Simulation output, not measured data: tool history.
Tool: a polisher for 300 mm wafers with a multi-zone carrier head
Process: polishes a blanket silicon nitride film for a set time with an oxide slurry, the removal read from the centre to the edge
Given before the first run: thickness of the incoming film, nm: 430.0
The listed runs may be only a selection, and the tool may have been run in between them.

run,hour,flow of slurry (ml/min),pressure of the head's centre zone,pressure of the head's middle zone,pressure of the head's edge zone,abrasive content of the slurry,polishing time (s),film removed at the wafer's centre (angstrom),film removed at mid-radius (angstrom),film removed at the wafer's edge (angstrom)
1,0.0,265,1.00,1.00,1.00,1.00,80,503.77,503.17,520.90
2,7.5,265,1.00,0.93,1.00,1.00,80,513.54,471.13,515.18
3,8.0,265,1.00,0.93,0.92,1.00,80,517.88,477.47,501.73
4,12.6,265,1.00,0.93,0.92,1.00,65,414.81,396.12,413.65
5,21.0,265,0.99,0.94,0.96,1.10,66,430.71,414.39,421.63
6,28.6,250,0.98,0.95,0.99,1.10,71,448.78,445.63,466.07
7,35.6,235,0.97,0.95,1.02,1.15,73,468.46,467.50,493.07

Forecast run 8:
8,38.0,225,0.96,0.95,1.05,1.20,74,?,?,?

{"run 8": {"film removed at the wafer's centre (angstrom)": 476.9, "film removed at mid-radius (angstrom)": 471.43, "film removed at the wafer's edge (angstrom)": 519.25}}
